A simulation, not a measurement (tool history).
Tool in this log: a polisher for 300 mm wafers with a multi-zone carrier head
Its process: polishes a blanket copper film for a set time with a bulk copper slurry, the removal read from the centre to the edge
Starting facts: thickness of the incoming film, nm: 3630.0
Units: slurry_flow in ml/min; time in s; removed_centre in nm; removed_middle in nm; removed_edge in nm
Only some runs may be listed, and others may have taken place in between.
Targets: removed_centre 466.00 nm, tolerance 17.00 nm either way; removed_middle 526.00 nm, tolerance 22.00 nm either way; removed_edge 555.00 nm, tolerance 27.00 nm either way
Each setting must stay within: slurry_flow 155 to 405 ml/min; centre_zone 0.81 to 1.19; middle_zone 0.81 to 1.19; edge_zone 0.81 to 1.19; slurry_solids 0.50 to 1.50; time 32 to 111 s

{"run": 1, "day": 0.0, "slurry_flow": 260, "centre_zone": 1.0, "middle_zone": 1.0, "edge_zone": 1.0, "slurry_solids": 1.0, "time": 71, "removed_centre": 780.2, "removed_middle": 817.09, "removed_edge": 837.53}
{"run": 2, "day": 0.304, "slurry_flow": 260, "centre_zone": 1.0, "middle_zone": 1.0, "edge_zone": 1.0, "slurry_solids": 1.0, "time": 83, "removed_centre": 927.29, "removed_middle": 953.68, "removed_edge": 952.86}
{"run": 3, "day": 0.4, "slurry_flow": 255, "centre_zone": 0.99, "middle_zone": 0.99, "edge_zone": 0.99, "slurry_solids": 0.95, "time": 79, "removed_centre": 856.9, "removed_middle": 860.97, "removed_edge": 890.54}
{"run": 4, "day": 0.7, "slurry_flow": 255, "centre_zone": 0.99, "middle_zone": 0.99, "edge_zone": 1.02, "slurry_solids": 0.95, "time": 79, "removed_centre": 851.43, "removed_middle": 864.26, "removed_edge": 914.49}
{"run": 5, "day": 0.775, "slurry_flow": 255, "centre_zone": 0.99, "middle_zone": 0.99, "edge_zone": 1.07, "slurry_solids": 0.95, "time": 79, "removed_centre": 855.99, "removed_middle": 879.96, "removed_edge": 959.63}
{"run": 6, "day": 1.138, "slurry_flow": 255, "centre_zone": 0.97, "middle_zone": 0.99, "edge_zone": 1.05, "slurry_solids": 0.9, "time": 76, "removed_centre": 797.44, "removed_middle": 855.72, "removed_edge": 853.12}
{"run": 7, "day": 1.25, "slurry_flow": 250, "centre_zone": 0.96, "middle_zone": 0.97, "edge_zone": 1.06, "slurry_solids": 0.9, "time": 73, "removed_centre": 769.04, "removed_middle": 796.11, "removed_edge": 863.49}
{"run": 8, "day": 1.558, "slurry_flow": 245, "centre_zone": 0.95, "middle_zone": 0.97, "edge_zone": 1.06, "slurry_solids": 0.85, "time": 70, "removed_centre": 715.62, "removed_middle": 748.94, "removed_edge": 827.76}
{"run": 9, "day": 1.662, "slurry_flow": 245, "centre_zone": 0.94, "middle_zone": 0.97, "edge_zone": 1.05, "slurry_solids": 0.8, "time": 68, "removed_centre": 665.98, "removed_middle": 714.72, "removed_edge": 765.84}
{"run": 10, "day": 1.9, "slurry_flow": 240, "centre_zone": 0.93, "middle_zone": 0.96, "edge_zone": 1.04, "slurry_solids": 0.75, "time": 67, "removed_centre": 657.48, "removed_middle": 696.15, "removed_edge": 740.98}
{"run": 11, "day": 2.046, "slurry_flow": 240, "centre_zone": 0.92, "middle_zone": 0.96, "edge_zone": 1.04, "slurry_solids": 0.7, "time": 65, "removed_centre": 623.7, "removed_middle": 656.01, "removed_edge": 708.27}
{"run": 12, "day": 2.133, "slurry_flow": 240, "centre_zone": 0.91, "middle_zone": 0.96, "edge_zone": 1.03, "slurry_solids": 0.7, "time": 64, "removed_centre": 605.83, "removed_middle": 645.28, "removed_edge": 687.79}
{"run": 13, "day": 2.358, "slurry_flow": 240, "centre_zone": 0.9, "middle_zone": 0.96, "edge_zone": 1.03, "slurry_solids": 0.7, "time": 63, "removed_centre": 588.78, "removed_middle": 637.81, "removed_edge": 671.68}
{"run": 14, "day": 2.442, "slurry_flow": 240, "centre_zone": 0.89, "middle_zone": 0.96, "edge_zone": 1.03, "slurry_solids": 0.7, "time": 62, "removed_centre": 578.94, "removed_middle": 634.46, "removed_edge": 672.68}
{"run": 15, "day": 2.562, "slurry_flow": 225, "centre_zone": 0.83, "middle_zone": 0.92, "edge_zone": 0.94, "slurry_solids": 0.5, "time": 52, "removed_centre": 417.01, "removed_middle": 482.59, "removed_edge": 506.75}
{"run": 16, "day": 2.683, "slurry_flow": 230, "centre_zone": 0.83, "middle_zone": 0.92, "edge_zone": 0.95, "slurry_solids": 0.5, "time": 52, "removed_centre": 422.17, "removed_middle": 490.85, "removed_edge": 514.06}
{"run": 17, "day": 2.771, "slurry_flow": 235, "centre_zone": 0.83, "middle_zone": 0.92, "edge_zone": 0.96, "slurry_solids": 0.5, "time": 52, "removed_centre": 426.07, "removed_middle": 480.78, "removed_edge": 501.61}
{"run": 18, "day": 3.075, "slurry_flow": 220, "centre_zone": 0.83, "middle_zone": 0.92, "edge_zone": 0.98, "slurry_solids": 0.75, "time": 55, "removed_centre": 478.87, "removed_middle": 548.36, "removed_edge": 580.43}
{"run": 19, "day": 3.229, "slurry_flow": 220, "centre_zone": 0.83, "middle_zone": 0.92, "edge_zone": 0.97, "slurry_solids": 0.75, "time": 55, "removed_centre": 478.52, "removed_middle": 540.97, "removed_edge": 584.14}

Exercise: of the 4 proposed moves below, exactly one satisfies all targets within the stated allowed misses. Which move is it?
{"run": "A", "day": 3.383, "slurry_flow": 270, "centre_zone": 0.84, "middle_zone": 0.92, "edge_zone": 0.96, "slurry_solids": 0.85, "time": 51, "removed_centre": "?", "removed_middle": "?", "removed_edge": "?"}
{"run": "B", "day": 3.383, "slurry_flow": 220, "centre_zone": 0.83, "middle_zone": 0.86, "edge_zone": 1.14, "slurry_solids": 0.8, "time": 57, "removed_centre": "?", "removed_middle": "?", "removed_edge": "?"}
{"run": "C", "day": 3.383, "slurry_flow": 185, "centre_zone": 0.81, "middle_zone": 0.83, "edge_zone": 1.03, "slurry_solids": 0.85, "time": 56, "removed_centre": "?", "removed_middle": "?", "removed_edge": "?"}
{"run": "D", "day": 3.383, "slurry_flow": 225, "centre_zone": 0.82, "middle_zone": 0.86, "edge_zone": 0.96, "slurry_solids": 0.85, "time": 57, "removed_centre": "?", "removed_middle": "?", "removed_edge": "?"}

move=A removed_centre=472.26 removed_middle=524.01 removed_edge=557.17
move=B removed_centre=502.86 removed_middle=534.76 removed_edge=658.70
move=C removed_centre=477.40 removed_middle=505.49 removed_edge=612.83
move=D removed_centre=505.12 removed_middle=543.04 removed_edge=613.99
A: in spec on every target
B: its largest miss is bigger than the last run's
C: its largest miss is bigger than the last run's
D: its largest miss is bigger than the last run's
Go with A: it meets all targets.

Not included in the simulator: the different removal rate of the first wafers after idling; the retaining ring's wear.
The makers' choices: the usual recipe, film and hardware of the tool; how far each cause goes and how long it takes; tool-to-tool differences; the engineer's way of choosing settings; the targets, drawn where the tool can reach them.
